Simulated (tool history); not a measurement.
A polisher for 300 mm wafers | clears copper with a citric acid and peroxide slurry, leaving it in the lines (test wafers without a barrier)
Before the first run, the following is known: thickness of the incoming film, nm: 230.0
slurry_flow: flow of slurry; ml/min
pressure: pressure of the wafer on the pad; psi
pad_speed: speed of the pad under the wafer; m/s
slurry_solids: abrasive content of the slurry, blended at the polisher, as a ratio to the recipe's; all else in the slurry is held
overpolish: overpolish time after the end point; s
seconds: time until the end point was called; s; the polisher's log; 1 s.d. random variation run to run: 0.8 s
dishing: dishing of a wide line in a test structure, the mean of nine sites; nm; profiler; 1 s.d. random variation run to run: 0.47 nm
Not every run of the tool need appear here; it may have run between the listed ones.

{"run": 1, "hour": 0.0, "slurry_flow": 315, "pressure": 2.3, "pad_speed": 1.06, "slurry_solids": 1.0, "overpolish": 17, "seconds": 132.63, "dishing": 15.901}
{"run": 2, "hour": 3.1, "slurry_flow": 315, "pressure": 2.3, "pad_speed": 1.06, "slurry_solids": 0.8, "overpolish": 17, "seconds": 138.17, "dishing": 15.561}
{"run": 3, "hour": 9.2, "slurry_flow": 315, "pressure": 1.9, "pad_speed": 1.06, "slurry_solids": 0.8, "overpolish": 17, "seconds": 164.93, "dishing": 13.295}
{"run": 4, "hour": 14.7, "slurry_flow": 315, "pressure": 2.4, "pad_speed": 1.06, "slurry_solids": 0.8, "overpolish": 17, "seconds": 130.32, "dishing": 15.597}
{"run": 5, "hour": 17.4, "slurry_flow": 315, "pressure": 2.4, "pad_speed": 1.06, "slurry_solids": 0.8, "overpolish": 20, "seconds": 135.03, "dishing": 17.048}
{"run": 6, "hour": 25.1, "slurry_flow": 315, "pressure": 2.7, "pad_speed": 1.06, "slurry_solids": 0.8, "overpolish": 20, "seconds": 119.45, "dishing": 17.961}
{"run": 7, "hour": 34.0, "slurry_flow": 315, "pressure": 3.3, "pad_speed": 1.08, "slurry_solids": 0.8, "overpolish": 23, "seconds": 96.69, "dishing": 21.407}
{"hour": 39.1, "done": "worn pad replaced by a new one"}
{"run": 8, "hour": 39.1, "slurry_flow": 315, "pressure": 3.6, "pad_speed": 1.12, "slurry_solids": 0.8, "overpolish": 23, "seconds": 77.21, "dishing": 22.22}

What does the tool deliver on the next run?
{"run": 9, "hour": 40.8, "slurry_flow": 315, "pressure": 3.5, "pad_speed": 1.12, "slurry_solids": 0.8, "overpolish": 23, "seconds": "?", "dishing": "?"}

seconds: 80.062 s
dishing: 22.600 nm

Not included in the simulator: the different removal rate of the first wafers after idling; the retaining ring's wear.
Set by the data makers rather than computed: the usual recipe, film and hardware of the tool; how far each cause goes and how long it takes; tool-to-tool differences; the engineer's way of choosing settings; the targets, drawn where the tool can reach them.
